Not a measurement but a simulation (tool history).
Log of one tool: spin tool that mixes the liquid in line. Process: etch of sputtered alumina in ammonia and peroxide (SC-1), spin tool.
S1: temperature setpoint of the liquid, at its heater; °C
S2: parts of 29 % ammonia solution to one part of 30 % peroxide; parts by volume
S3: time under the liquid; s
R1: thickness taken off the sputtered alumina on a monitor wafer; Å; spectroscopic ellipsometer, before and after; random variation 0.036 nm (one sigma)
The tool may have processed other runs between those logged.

run  hour    S1   S2   S3      R1
  1     0    58  0.6  305  218.67
  2   2.3  51.5  0.6  305  154.99
  3   2.9    50  0.6  305  141.64
  4   4.3  48.5  0.6  305  130.28
  5  12.9  47.5  0.6  305  124.57
  6  19.9    47  0.6  305  120.78
  7  22.3  46.5  0.6  305   117.3
  8    28    46  0.6  305  114.03

Run 9 is up next; what results do you expect?
  9  36.1  45.5  0.6  305   ?

R1: 111.21 Å
